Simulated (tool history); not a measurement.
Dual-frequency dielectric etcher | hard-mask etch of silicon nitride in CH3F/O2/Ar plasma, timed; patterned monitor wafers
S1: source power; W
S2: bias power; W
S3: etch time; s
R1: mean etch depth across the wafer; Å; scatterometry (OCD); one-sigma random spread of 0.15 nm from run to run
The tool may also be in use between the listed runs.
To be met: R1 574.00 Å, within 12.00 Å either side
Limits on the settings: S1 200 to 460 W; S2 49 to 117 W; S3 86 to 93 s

Run 1, day 0.000: S1 330 W, S2 83 W, S3 93 s. Result: R1 679.32 Å.
Run 2, day 0.104: S1 330 W, S2 74 W, S3 93 s. Result: R1 661.10 Å.
Run 3, day 0.467: S1 330 W, S2 74 W, S3 86 s. Result: R1 617.41 Å.
Run 4, day 0.829: S1 310 W, S2 74 W, S3 86 s. Result: R1 599.66 Å.
Run 5, day 1.096: S1 310 W, S2 74 W, S3 86 s. Result: R1 597.06 Å.
Run 6, day 1.467: S1 310 W, S2 89 W, S3 86 s. Result: R1 624.28 Å.
Run 7, day 1.579: S1 300 W, S2 88 W, S3 86 s. Result: R1 616.09 Å.
Run 8, day 1.829: S1 290 W, S2 87 W, S3 86 s. Result: R1 605.26 Å.
Run 9, day 2.121: S1 280 W, S2 86 W, S3 86 s. Result: R1 594.52 Å.

Which of these 4 next moves meets every target?
Run A, day 2.412: S1 240 W, S2 86 W, S3 86 s. Result: R1 ?.
Run B, day 2.412: S1 270 W, S2 93 W, S3 87 s. Result: R1 ?.
Run C, day 2.412: S1 240 W, S2 92 W, S3 87 s. Result: R1 ?.
Run D, day 2.412: S1 260 W, S2 81 W, S3 91 s. Result: R1 ?.

move      R1
   A  554.04
   B  601.71
   C  569.95
   D  598.60
A: moves the result that the last run missed by most past its target, out the other side
B: lands further from the targets than the last run did
C: all results land within tolerance of their targets
D: lands further from the targets than the last run did
The right move is C.
